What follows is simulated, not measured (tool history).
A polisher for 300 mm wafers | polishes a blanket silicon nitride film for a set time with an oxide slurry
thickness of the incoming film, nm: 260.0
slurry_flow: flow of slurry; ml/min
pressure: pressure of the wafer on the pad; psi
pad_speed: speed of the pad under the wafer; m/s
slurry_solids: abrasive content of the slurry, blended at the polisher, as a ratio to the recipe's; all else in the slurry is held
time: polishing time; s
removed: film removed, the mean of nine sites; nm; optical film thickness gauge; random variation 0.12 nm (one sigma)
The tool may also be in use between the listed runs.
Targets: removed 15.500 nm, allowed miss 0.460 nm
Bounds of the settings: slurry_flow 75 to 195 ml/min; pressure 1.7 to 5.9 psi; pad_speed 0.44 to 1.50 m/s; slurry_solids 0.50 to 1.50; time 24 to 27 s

{"run": 1, "hour": 0.0, "slurry_flow": 125, "pressure": 3.8, "pad_speed": 0.96, "slurry_solids": 1.0, "time": 27, "removed": 18.356}
{"run": 2, "hour": 1.1, "slurry_flow": 125, "pressure": 3.4, "pad_speed": 0.96, "slurry_solids": 1.0, "time": 27, "removed": 16.574}
{"run": 3, "hour": 8.6, "slurry_flow": 120, "pressure": 3.4, "pad_speed": 0.96, "slurry_solids": 1.0, "time": 27, "removed": 16.368}
{"run": 4, "hour": 17.0, "slurry_flow": 120, "pressure": 3.4, "pad_speed": 0.76, "slurry_solids": 1.0, "time": 27, "removed": 13.656}
{"run": 5, "hour": 21.7, "slurry_flow": 120, "pressure": 3.4, "pad_speed": 0.76, "slurry_solids": 1.0, "time": 24, "removed": 12.129}
{"run": 6, "hour": 30.5, "slurry_flow": 100, "pressure": 3.4, "pad_speed": 0.76, "slurry_solids": 1.0, "time": 24, "removed": 11.724}
{"run": 7, "hour": 38.1, "slurry_flow": 125, "pressure": 3.5, "pad_speed": 0.76, "slurry_solids": 1.0, "time": 24, "removed": 12.635}
{"run": 8, "hour": 40.0, "slurry_flow": 135, "pressure": 3.7, "pad_speed": 0.76, "slurry_solids": 1.0, "time": 24, "removed": 13.474}
{"run": 9, "hour": 44.3, "slurry_flow": 145, "pressure": 3.8, "pad_speed": 0.76, "slurry_solids": 1.0, "time": 24, "removed": 14.09}
{"run": 10, "hour": 47.8, "slurry_flow": 150, "pressure": 3.9, "pad_speed": 0.76, "slurry_solids": 1.0, "time": 24, "removed": 14.412}
{"run": 11, "hour": 54.9, "slurry_flow": 155, "pressure": 4.0, "pad_speed": 0.76, "slurry_solids": 1.0, "time": 24, "removed": 15.075}

Which of these 5 next moves meets every target?
{"run": "A", "hour": 62.0, "slurry_flow": 110, "pressure": 3.5, "pad_speed": 0.9, "slurry_solids": 1.1, "time": 24, "removed": "?"}
{"run": "B", "hour": 62.0, "slurry_flow": 145, "pressure": 3.9, "pad_speed": 0.8, "slurry_solids": 1.0, "time": 25, "removed": "?"}
{"run": "C", "hour": 62.0, "slurry_flow": 145, "pressure": 4.0, "pad_speed": 0.66, "slurry_solids": 1.15, "time": 24, "removed": "?"}
{"run": "D", "hour": 62.0, "slurry_flow": 155, "pressure": 4.0, "pad_speed": 0.6, "slurry_solids": 1.1, "time": 27, "removed": "?"}
{"run": "E", "hour": 62.0, "slurry_flow": 170, "pressure": 5.2, "pad_speed": 0.44, "slurry_solids": 1.35, "time": 24, "removed": "?"}

move=A removed=14.710
move=B removed=15.644
move=C removed=14.201
move=D removed=14.654
move=E removed=14.673
A: further off than the last run
B: meets every target
C: further off than the last run
D: further off than the last run
E: further off than the last run
The right move is B.
